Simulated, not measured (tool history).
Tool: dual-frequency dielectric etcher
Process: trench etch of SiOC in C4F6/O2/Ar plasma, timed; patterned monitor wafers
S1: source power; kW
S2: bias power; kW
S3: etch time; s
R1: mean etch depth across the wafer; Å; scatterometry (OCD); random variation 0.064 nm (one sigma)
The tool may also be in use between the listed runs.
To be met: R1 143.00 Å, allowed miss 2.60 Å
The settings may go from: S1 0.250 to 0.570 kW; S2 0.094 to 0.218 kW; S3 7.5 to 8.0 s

run,hour,S1,S2,S3,R1
1,0.0,0.410,0.156,8.0,157.08
2,6.0,0.410,0.156,7.5,146.66
3,9.1,0.410,0.156,8.0,155.60
4,11.5,0.360,0.156,8.0,149.34
5,17.5,0.350,0.155,8.0,146.29
6,26.5,0.410,0.155,8.0,157.09
7,35.2,0.390,0.153,8.0,153.00
8,40.2,0.370,0.151,8.0,148.86

Which of these 5 next moves meets every target?
A,45.2,0.400,0.140,8.0,?
B,45.2,0.330,0.133,8.0,?
C,45.2,0.400,0.147,8.0,?
D,45.2,0.340,0.143,8.0,?
E,45.2,0.450,0.172,7.5,?

move,R1
A,149.76
B,136.97
C,151.23
D,140.68
E,153.71
A: further off than the last run
B: takes the result that was furthest off past its target
C: further off than the last run
D: meets every target
E: further off than the last run
Move D is the one to make.
